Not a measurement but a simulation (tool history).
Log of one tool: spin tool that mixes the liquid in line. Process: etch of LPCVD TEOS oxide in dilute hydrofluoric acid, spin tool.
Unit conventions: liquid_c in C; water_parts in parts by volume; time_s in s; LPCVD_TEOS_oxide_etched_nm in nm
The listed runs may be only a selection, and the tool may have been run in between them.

run    day  liquid_c  water_parts  time_s  LPCVD_TEOS_oxide_etched_nm
  1      0        23           50      55                      53.284
  2  0.296        24           45      55                      62.075
  3  0.533      26.5           45      55                      68.478
  4    0.9        24           45      55                      61.959
  5  1.208        24           35      55                      81.032
  6  1.392        24           35      60                      88.415
  7  1.617        25           35      60                      91.646
  8  1.829      25.5           35      60                      93.627
  9  1.992        26           35      60                      95.636
 10  2.354        26           35      60                      94.799
 11  2.721      26.5           35      60                      98.772
 12  3.071        27           35      60                      99.969
 13  3.388        31           30      60                      137.11

Forecast run 14:
 14  3.671      30.5           30      60                           ?

LPCVD_TEOS_oxide_etched_nm: 134.37 nm

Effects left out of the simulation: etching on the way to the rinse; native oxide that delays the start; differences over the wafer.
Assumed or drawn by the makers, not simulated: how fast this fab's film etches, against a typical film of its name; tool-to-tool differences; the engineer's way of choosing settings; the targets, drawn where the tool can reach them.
